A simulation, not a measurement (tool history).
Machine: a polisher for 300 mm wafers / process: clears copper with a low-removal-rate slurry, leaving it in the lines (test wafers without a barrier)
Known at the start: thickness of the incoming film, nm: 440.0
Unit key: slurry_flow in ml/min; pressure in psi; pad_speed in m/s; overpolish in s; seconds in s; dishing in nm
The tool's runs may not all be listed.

run	hour	slurry_flow	pressure	pad_speed	slurry_solids	overpolish	seconds	dishing
1	0	315	3.9	1.02	1	24	134.67	30.024
2	4.1	315	3.6	1.02	1	25	145.39	30.485
3	9.4	315	3.4	1.02	1	25	150.83	29.468
4	15	315	2.8	1.02	1	25	176.68	27.553
5	18.6	315	2.8	1.02	1	26	176.2	27.349
6	23.6	315	2.8	1.02	1.15	26	170.28	28.233
7	28.7	315	2.7	1.02	1.15	27	176.37	27.963
8	30	315	2.7	1.02	1.15	27	176.55	28.515

Predict the results of run 9:
9	33.7	315	2.7	1.02	1.15	28	?	?

{"run 9": {"seconds": 176.72, "dishing": 29.065}}
